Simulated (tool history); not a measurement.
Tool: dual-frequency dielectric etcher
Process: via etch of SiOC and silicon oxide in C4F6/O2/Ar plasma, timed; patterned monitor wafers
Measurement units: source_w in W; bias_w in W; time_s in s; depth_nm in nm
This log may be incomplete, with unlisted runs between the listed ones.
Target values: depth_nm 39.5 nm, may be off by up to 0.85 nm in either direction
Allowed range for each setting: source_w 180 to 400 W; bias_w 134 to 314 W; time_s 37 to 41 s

run,hour,source_w,bias_w,time_s,depth_nm
1,0,290,224,41,44.811
2,1,280,221,41,44.348
3,6.6,280,246,41,45.428
4,9.6,260,246,41,44.329
5,11.4,250,243,41,43.604
6,15.5,240,240,41,42.706
7,17.4,230,238,41,41.871
8,22.9,220,237,41,41.104
9,30.8,220,236,41,41.277
10,36.6,220,235,41,41.242
11,39.6,220,234,41,41.159

Which one of the following 5 next-run settings gets every result inside its allowed miss? There is exactly one.
A,42.6,240,254,39.5,?
B,42.6,210,245,41,?
C,42.6,220,206,41,?
D,42.6,260,230,39.5,?
E,42.6,220,251,41,?

move,depth_nm
A,41.688
B,40.902
C,39.622
D,41.691
E,41.848
A: moves away from the targets compared with the last run
B: an improvement on the last run, though not all results are within tolerance
C: all results land within tolerance of their targets
D: moves away from the targets compared with the last run
E: moves away from the targets compared with the last run
C meets every target.
